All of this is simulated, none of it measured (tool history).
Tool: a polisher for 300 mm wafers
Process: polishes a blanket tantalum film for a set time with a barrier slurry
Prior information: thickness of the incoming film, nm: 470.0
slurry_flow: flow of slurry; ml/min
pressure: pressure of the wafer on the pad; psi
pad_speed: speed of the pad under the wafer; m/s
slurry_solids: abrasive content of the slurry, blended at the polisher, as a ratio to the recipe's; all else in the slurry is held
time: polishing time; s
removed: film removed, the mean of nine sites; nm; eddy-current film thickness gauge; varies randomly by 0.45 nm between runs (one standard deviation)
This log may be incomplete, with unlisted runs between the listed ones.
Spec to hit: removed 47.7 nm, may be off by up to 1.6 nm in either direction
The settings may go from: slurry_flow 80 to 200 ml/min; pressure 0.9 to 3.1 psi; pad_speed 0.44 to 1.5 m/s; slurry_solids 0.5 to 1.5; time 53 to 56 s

run  hour  slurry_flow  pressure  pad_speed  slurry_solids  time  removed
  1     0          130         2       0.96              1    53   70.873
  2   8.9          125       1.8       0.96              1    53   63.541
  3  11.1          125       1.8       0.96           0.85    53    62.52
  4  14.9          120       1.7       0.96           0.85    53   57.601
  5  23.5          115       1.6       0.96           0.85    53   54.714
  6  25.1          110       1.5       0.96           0.85    53   50.949
  7  32.4          105       1.5       0.96           0.85    53   49.919
  8  37.2          100       1.5       0.96           0.85    53   49.692

Next run, 4 choices. One meets every target within its allowed miss, the rest don't. Which?
  A    42           85         2       0.86           0.55    56        ?
  B    42          100       1.4       0.94            0.8    56        ?
  C    42          115       1.5       0.98           0.75    53        ?
  D    42          110       1.7       0.84           0.95    53        ?

move  removed
   A   53.562
   B   47.206
   C   50.888
   D   51.377
A: its largest miss is bigger than the last run's
B: in spec on every target
C: its largest miss is bigger than the last run's
D: its largest miss is bigger than the last run's
Go with B: it meets all targets.
